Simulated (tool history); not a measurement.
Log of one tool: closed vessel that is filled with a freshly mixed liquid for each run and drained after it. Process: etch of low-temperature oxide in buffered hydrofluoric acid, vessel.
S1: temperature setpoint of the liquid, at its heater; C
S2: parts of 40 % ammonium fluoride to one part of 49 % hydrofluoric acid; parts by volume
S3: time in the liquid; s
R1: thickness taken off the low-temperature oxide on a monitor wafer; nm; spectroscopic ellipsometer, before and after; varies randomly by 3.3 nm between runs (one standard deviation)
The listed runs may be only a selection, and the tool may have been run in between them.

| run | hour | S1 | S2 | S3 | R1 |
|---|---|---|---|---|---|
| 1 | 0.0 | 23.0 | 10.0 | 85 | 244.86 |
| 2 | 7.4 | 23.0 | 11.5 | 85 | 213.43 |
| 3 | 15.6 | 24.5 | 11.5 | 85 | 229.43 |
| 4 | 18.0 | 24.5 | 9.5 | 85 | 281.44 |
| 5 | 23.4 | 23.0 | 9.5 | 85 | 254.16 |
| 6 | 27.6 | 24.0 | 9.5 | 85 | 269.51 |
| 7 | 32.4 | 25.0 | 9.5 | 85 | 284.71 |
| 8 | 37.5 | 25.5 | 9.5 | 85 | 288.42 |
| 9 | 43.2 | 26.0 | 9.5 | 85 | 301.92 |
| 10 | 46.3 | 26.5 | 9.5 | 85 | 309.86 |

Run 11 comes next. What will it give?
| 11 | 51.9 | 27.0 | 9.5 | 85 | ? |

Logged for run 11: R1 313.48 nm.
